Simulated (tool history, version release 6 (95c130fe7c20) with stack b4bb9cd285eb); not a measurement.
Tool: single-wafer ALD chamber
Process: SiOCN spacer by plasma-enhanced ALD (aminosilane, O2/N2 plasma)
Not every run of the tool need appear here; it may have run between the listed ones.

run  hour  heater temperature setpoint (°C)  number of ALD cycles (cycles)  mean film thickness on the monitor wafer (angstrom)
  1   0.0                               385                             98                                               60.018
  2   5.9                               395                             98                                               60.167
  3  11.4                               395                             91                                               55.595
  4  15.9                               395                             86                                               52.665
  5  16.5                               395                             82                                               49.954
  6  23.9                               404                             82                                               49.823
  7  28.5                               404                             79                                               47.996
  8  31.9                               404                             68                                               41.444
  9  37.0                               404                             69                                               42.376

What does the tool deliver on the next run?
 10  40.8                               404                             70                                                    ?

mean film thickness on the monitor wafer (angstrom): 42.279
